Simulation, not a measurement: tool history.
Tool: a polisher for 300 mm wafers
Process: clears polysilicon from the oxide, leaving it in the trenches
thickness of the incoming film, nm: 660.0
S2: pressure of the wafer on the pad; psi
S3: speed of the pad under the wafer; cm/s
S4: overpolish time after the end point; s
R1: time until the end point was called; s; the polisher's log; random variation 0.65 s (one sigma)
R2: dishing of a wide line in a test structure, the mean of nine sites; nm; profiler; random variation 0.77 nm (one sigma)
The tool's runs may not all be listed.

{"run": 1, "hour": 0.0, "flow of slurry (ml/min)": 120, "S2": 1.7, "S3": 82, "S4": 16, "R1": 83.8, "R2": 40.507}
{"run": 2, "hour": 8.2, "flow of slurry (ml/min)": 125, "S2": 1.8, "S3": 82, "S4": 14, "R1": 78.552, "R2": 41.054}
{"run": 3, "hour": 14.5, "flow of slurry (ml/min)": 125, "S2": 1.8, "S3": 82, "S4": 7, "R1": 79.206, "R2": 32.493}
{"run": 4, "hour": 19.3, "flow of slurry (ml/min)": 120, "S2": 1.9, "S3": 82, "S4": 7, "R1": 76.277, "R2": 31.004}
{"run": 5, "hour": 26.8, "flow of slurry (ml/min)": 125, "S2": 2, "S3": 82, "S4": 7, "R1": 70.312, "R2": 34.31}
{"run": 6, "hour": 29.4, "flow of slurry (ml/min)": 105, "S2": 2, "S3": 82, "S4": 7, "R1": 73.046, "R2": 33.801}

Run 7 comes next. What will it give?
{"run": 7, "hour": 37.3, "flow of slurry (ml/min)": 115, "S2": 2, "S3": 82, "S4": 7, "R1": "?", "R2": "?"}

Run 7 gave R1 72.385 s, R2 33.458 nm.

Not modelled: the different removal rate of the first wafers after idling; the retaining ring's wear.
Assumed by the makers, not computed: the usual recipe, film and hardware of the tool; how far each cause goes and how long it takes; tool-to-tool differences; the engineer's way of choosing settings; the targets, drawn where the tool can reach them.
